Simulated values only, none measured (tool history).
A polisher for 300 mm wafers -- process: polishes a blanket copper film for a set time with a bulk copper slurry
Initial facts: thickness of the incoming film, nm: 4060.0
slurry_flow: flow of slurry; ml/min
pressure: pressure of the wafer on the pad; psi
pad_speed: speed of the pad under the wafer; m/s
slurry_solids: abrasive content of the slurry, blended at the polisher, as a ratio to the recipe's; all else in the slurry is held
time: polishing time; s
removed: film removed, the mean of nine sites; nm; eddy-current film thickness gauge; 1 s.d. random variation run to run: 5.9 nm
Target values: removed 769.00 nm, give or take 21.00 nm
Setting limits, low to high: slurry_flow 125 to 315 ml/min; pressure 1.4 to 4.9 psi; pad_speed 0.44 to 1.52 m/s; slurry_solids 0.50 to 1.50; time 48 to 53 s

{"run": 1, "day": 0.0, "slurry_flow": 205, "pressure": 3.1, "pad_speed": 0.98, "slurry_solids": 1.0, "time": 53, "removed": 518.98}
{"run": 2, "day": 0.138, "slurry_flow": 205, "pressure": 3.1, "pad_speed": 0.8, "slurry_solids": 1.0, "time": 53, "removed": 423.31}
{"run": 3, "day": 0.317, "slurry_flow": 205, "pressure": 3.1, "pad_speed": 0.8, "slurry_solids": 1.15, "time": 53, "removed": 443.12}
{"run": 4, "day": 0.675, "slurry_flow": 210, "pressure": 3.3, "pad_speed": 0.8, "slurry_solids": 1.15, "time": 53, "removed": 476.72}
{"run": 5, "day": 0.779, "slurry_flow": 210, "pressure": 2.9, "pad_speed": 0.8, "slurry_solids": 1.15, "time": 53, "removed": 419.72}
{"run": 6, "day": 0.862, "slurry_flow": 255, "pressure": 2.9, "pad_speed": 0.8, "slurry_solids": 1.15, "time": 53, "removed": 427.43}
{"run": 7, "day": 1.083, "slurry_flow": 255, "pressure": 2.9, "pad_speed": 0.8, "slurry_solids": 1.15, "time": 53, "removed": 428.21}
{"run": 8, "day": 1.35, "slurry_flow": 255, "pressure": 3.1, "pad_speed": 0.8, "slurry_solids": 1.15, "time": 53, "removed": 455.72}
{"run": 9, "day": 1.683, "slurry_flow": 270, "pressure": 4.0, "pad_speed": 0.82, "slurry_solids": 1.15, "time": 53, "removed": 598.77}
{"run": 10, "day": 1.921, "slurry_flow": 270, "pressure": 4.1, "pad_speed": 0.82, "slurry_solids": 1.15, "time": 53, "removed": 606.08}
{"run": 11, "day": 2.242, "slurry_flow": 270, "pressure": 4.2, "pad_speed": 0.82, "slurry_solids": 1.15, "time": 53, "removed": 631.01}
{"run": 12, "day": 2.558, "slurry_flow": 270, "pressure": 4.3, "pad_speed": 0.82, "slurry_solids": 1.15, "time": 53, "removed": 639.6}
{"run": 13, "day": 2.875, "slurry_flow": 270, "pressure": 4.4, "pad_speed": 0.82, "slurry_solids": 1.15, "time": 53, "removed": 655.8}
{"run": 14, "day": 2.904, "slurry_flow": 270, "pressure": 4.5, "pad_speed": 0.82, "slurry_solids": 1.15, "time": 53, "removed": 669.82}
{"run": 15, "day": 2.983, "slurry_flow": 270, "pressure": 4.6, "pad_speed": 0.82, "slurry_solids": 1.15, "time": 53, "removed": 690.19}
{"run": 16, "day": 3.096, "slurry_flow": 275, "pressure": 4.8, "pad_speed": 0.84, "slurry_solids": 1.15, "time": 53, "removed": 732.17}

Consider the 4 candidate settings below. Which is the only one whose results all fall within their allowed miss of target?
{"run": "A", "day": 3.208, "slurry_flow": 270, "pressure": 4.9, "pad_speed": 0.78, "slurry_solids": 1.05, "time": 53, "removed": "?"}
{"run": "B", "day": 3.208, "slurry_flow": 285, "pressure": 4.4, "pad_speed": 0.9, "slurry_solids": 1.1, "time": 49, "removed": "?"}
{"run": "C", "day": 3.208, "slurry_flow": 295, "pressure": 4.8, "pad_speed": 0.96, "slurry_solids": 0.95, "time": 49, "removed": "?"}
{"run": "D", "day": 3.208, "slurry_flow": 290, "pressure": 4.9, "pad_speed": 0.82, "slurry_solids": 1.3, "time": 53, "removed": "?"}

move=A removed=673.25
move=B removed=656.02
move=C removed=728.01
move=D removed=759.75
A: lands further from the targets than the last run did
B: lands further from the targets than the last run did
C: lands further from the targets than the last run did
D: in spec on every target
Correct choice: D, which meets every target
